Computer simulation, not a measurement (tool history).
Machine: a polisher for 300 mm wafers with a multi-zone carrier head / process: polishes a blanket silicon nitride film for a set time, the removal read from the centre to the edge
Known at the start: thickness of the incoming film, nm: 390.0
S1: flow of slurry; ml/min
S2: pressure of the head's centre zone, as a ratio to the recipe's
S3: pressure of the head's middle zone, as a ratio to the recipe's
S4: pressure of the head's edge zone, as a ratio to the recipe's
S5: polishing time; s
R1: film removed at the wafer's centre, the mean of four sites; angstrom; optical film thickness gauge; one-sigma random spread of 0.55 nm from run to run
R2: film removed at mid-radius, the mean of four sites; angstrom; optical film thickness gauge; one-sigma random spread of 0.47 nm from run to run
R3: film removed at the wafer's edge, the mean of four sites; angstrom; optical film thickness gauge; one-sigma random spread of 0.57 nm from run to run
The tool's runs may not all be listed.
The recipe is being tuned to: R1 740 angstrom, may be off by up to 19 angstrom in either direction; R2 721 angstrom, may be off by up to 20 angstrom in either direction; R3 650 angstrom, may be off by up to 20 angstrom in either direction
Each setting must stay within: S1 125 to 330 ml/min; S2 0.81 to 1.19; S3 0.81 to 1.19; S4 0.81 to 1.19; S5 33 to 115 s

{"run": 1, "hour": 0.0, "S1": 210, "S2": 1, "S3": 1, "S4": 1, "S5": 73, "R1": 1150.5, "R2": 1149.4, "R3": 1174.2}
{"run": 2, "hour": 6.8, "S1": 215, "S2": 1.01, "S3": 1.01, "S4": 0.97, "S5": 66, "R1": 1048.5, "R2": 1054, "R3": 1051.2}
{"run": 3, "hour": 15.3, "S1": 165, "S2": 1.01, "S3": 1.01, "S4": 0.97, "S5": 66, "R1": 989.94, "R2": 989.29, "R3": 1032.7}
{"run": 4, "hour": 20.3, "S1": 145, "S2": 1.01, "S3": 1.01, "S4": 0.97, "S5": 66, "R1": 950.91, "R2": 968.5, "R3": 989.89}
{"run": 5, "hour": 21.7, "S1": 145, "S2": 1.01, "S3": 1.01, "S4": 0.97, "S5": 58, "R1": 825.33, "R2": 840.47, "R3": 875.78}
{"run": 6, "hour": 30.0, "S1": 145, "S2": 1.01, "S3": 0.97, "S4": 0.97, "S5": 58, "R1": 827.62, "R2": 812.59, "R3": 871.81}
{"run": 7, "hour": 34.8, "S1": 160, "S2": 1.03, "S3": 0.99, "S4": 0.94, "S5": 54, "R1": 825.66, "R2": 786.25, "R3": 818.85}
{"run": 8, "hour": 40.0, "S1": 160, "S2": 1.03, "S3": 0.99, "S4": 0.94, "S5": 54, "R1": 814.08, "R2": 788.52, "R3": 821.87}
{"run": 9, "hour": 43.7, "S1": 165, "S2": 1.04, "S3": 1.01, "S4": 0.92, "S5": 51, "R1": 777.39, "R2": 772.06, "R3": 769.11}
{"run": 10, "hour": 45.1, "S1": 165, "S2": 1.05, "S3": 1.02, "S4": 0.9, "S5": 50, "R1": 781.66, "R2": 754.76, "R3": 742.03}
{"run": 11, "hour": 46.1, "S1": 160, "S2": 1.05, "S3": 1.03, "S4": 0.88, "S5": 50, "R1": 762.24, "R2": 748.7, "R3": 725.26}
{"run": 12, "hour": 46.9, "S1": 155, "S2": 1.06, "S3": 1.04, "S4": 0.87, "S5": 50, "R1": 758.8, "R2": 759.36, "R3": 717.43}
{"run": 13, "hour": 55.1, "S1": 150, "S2": 1.12, "S3": 1.05, "S4": 0.81, "S5": 45, "R1": 721.25, "R2": 684.65, "R3": 624.9}
{"hour": 55.7, "done": "slurry nozzle cleaned"}
{"run": 14, "hour": 55.7, "S1": 155, "S2": 1.12, "S3": 1.05, "S4": 0.81, "S5": 45, "R1": 782.74, "R2": 733.65, "R3": 659.12}
{"run": 15, "hour": 59.2, "S1": 150, "S2": 1.12, "S3": 1.05, "S4": 0.81, "S5": 45, "R1": 782.73, "R2": 736.66, "R3": 657.21}

Pick the move, out of 5, that brings all results within their allowed miss; only one does.
{"run": "A", "hour": 62.7, "S1": 145, "S2": 1.1, "S3": 1.08, "S4": 0.84, "S5": 44, "R1": "?", "R2": "?", "R3": "?"}
{"run": "B", "hour": 62.7, "S1": 165, "S2": 1.19, "S3": 1.01, "S4": 0.82, "S5": 45, "R1": "?", "R2": "?", "R3": "?"}
{"run": "C", "hour": 62.7, "S1": 130, "S2": 1.05, "S3": 1.05, "S4": 0.82, "S5": 48, "R1": "?", "R2": "?", "R3": "?"}
{"run": "D", "hour": 62.7, "S1": 125, "S2": 1.13, "S3": 1.03, "S4": 0.83, "S5": 47, "R1": "?", "R2": "?", "R3": "?"}
{"run": "E", "hour": 62.7, "S1": 140, "S2": 1.02, "S3": 1.11, "S4": 0.81, "S5": 45, "R1": "?", "R2": "?", "R3": "?"}

move=A R1=740.18 R2=732.79 R3=656.34
move=B R1=842.22 R2=728.32 R3=678.38
move=C R1=748.3 R2=759.56 R3=695.03
move=D R1=776.05 R2=723.57 R3=679.18
move=E R1=697.81 R2=760.91 R3=656.39
A: hits every target within its allowed miss
B: the biggest miss grows against the last run
C: brings the result that was furthest off to its target, and leaves another outside
D: an improvement on the last run, though not all results are within tolerance
E: takes the result that was furthest off past its target
So the answer is move A, the one that meets all the targets.
